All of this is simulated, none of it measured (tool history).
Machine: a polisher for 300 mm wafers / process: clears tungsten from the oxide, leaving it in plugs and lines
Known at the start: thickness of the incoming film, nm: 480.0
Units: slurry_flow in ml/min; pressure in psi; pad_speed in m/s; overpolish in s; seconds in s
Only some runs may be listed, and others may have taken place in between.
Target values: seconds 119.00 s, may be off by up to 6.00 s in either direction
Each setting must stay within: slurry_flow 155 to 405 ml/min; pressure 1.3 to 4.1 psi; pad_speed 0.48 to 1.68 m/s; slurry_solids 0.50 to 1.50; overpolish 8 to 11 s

run 1 hour=0.0 | slurry_flow=260 pressure=2.7 pad_speed=1.08 slurry_solids=1.00 overpolish=11 | seconds=174.22
run 2 hour=5.3 | slurry_flow=260 pressure=2.8 pad_speed=1.08 slurry_solids=1.00 overpolish=11 | seconds=178.15
run 3 hour=12.3 | slurry_flow=260 pressure=2.8 pad_speed=1.08 slurry_solids=1.00 overpolish=11 | seconds=175.92
run 4 hour=20.4 | slurry_flow=260 pressure=3.0 pad_speed=1.08 slurry_solids=1.00 overpolish=11 | seconds=161.22
run 5 hour=25.2 | slurry_flow=260 pressure=3.0 pad_speed=1.08 slurry_solids=1.00 overpolish=8 | seconds=164.14
run 6 hour=31.6 | slurry_flow=225 pressure=3.0 pad_speed=1.08 slurry_solids=1.00 overpolish=8 | seconds=161.01
run 7 hour=36.6 | slurry_flow=225 pressure=3.1 pad_speed=1.08 slurry_solids=1.00 overpolish=8 | seconds=156.12
run 8 hour=41.4 | slurry_flow=225 pressure=3.2 pad_speed=1.08 slurry_solids=1.00 overpolish=8 | seconds=150.18

4 candidate next runs follow, results not yet known. Just one meets every target within its allowed miss. Identify it.
run A hour=46.2 | slurry_flow=245 pressure=3.4 pad_speed=1.08 slurry_solids=1.10 overpolish=8 | seconds=?
run B hour=46.2 | slurry_flow=155 pressure=3.3 pad_speed=1.16 slurry_solids=0.75 overpolish=8 | seconds=?
run C hour=46.2 | slurry_flow=190 pressure=3.5 pad_speed=1.30 slurry_solids=1.10 overpolish=11 | seconds=?
run D hour=46.2 | slurry_flow=200 pressure=3.4 pad_speed=1.20 slurry_solids=1.05 overpolish=8 | seconds=?

move=A seconds=140.72
move=B seconds=138.50
move=C seconds=118.02
move=D seconds=130.77
A: gains on the last run, yet a result remains outside its allowed miss
B: gains on the last run, yet a result remains outside its allowed miss
C: hits every target within its allowed miss
D: gains on the last run, yet a result remains outside its allowed miss
Answer: C
